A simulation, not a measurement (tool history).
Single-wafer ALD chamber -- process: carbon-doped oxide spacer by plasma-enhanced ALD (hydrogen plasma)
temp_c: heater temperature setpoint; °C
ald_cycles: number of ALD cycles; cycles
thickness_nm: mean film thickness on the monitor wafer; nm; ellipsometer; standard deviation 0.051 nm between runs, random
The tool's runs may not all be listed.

| run | hour | temp_c | ald_cycles | thickness_nm |
|---|---|---|---|---|
| 1 | 0.0 | 420 | 560 | 23.712 |
| 2 | 6.1 | 420 | 597 | 25.237 |
| 3 | 10.2 | 425 | 571 | 23.731 |
| 4 | 11.5 | 425 | 509 | 21.218 |
| 5 | 16.6 | 428 | 507 | 20.858 |
| 6 | 21.8 | 428 | 564 | 23.278 |
| 7 | 23.9 | 431 | 548 | 22.421 |

Run 8 has not been measured yet. What should we expect?
| 8 | 28.1 | 433 | 536 | ? |

Run 8 gave thickness_nm 21.727 nm.

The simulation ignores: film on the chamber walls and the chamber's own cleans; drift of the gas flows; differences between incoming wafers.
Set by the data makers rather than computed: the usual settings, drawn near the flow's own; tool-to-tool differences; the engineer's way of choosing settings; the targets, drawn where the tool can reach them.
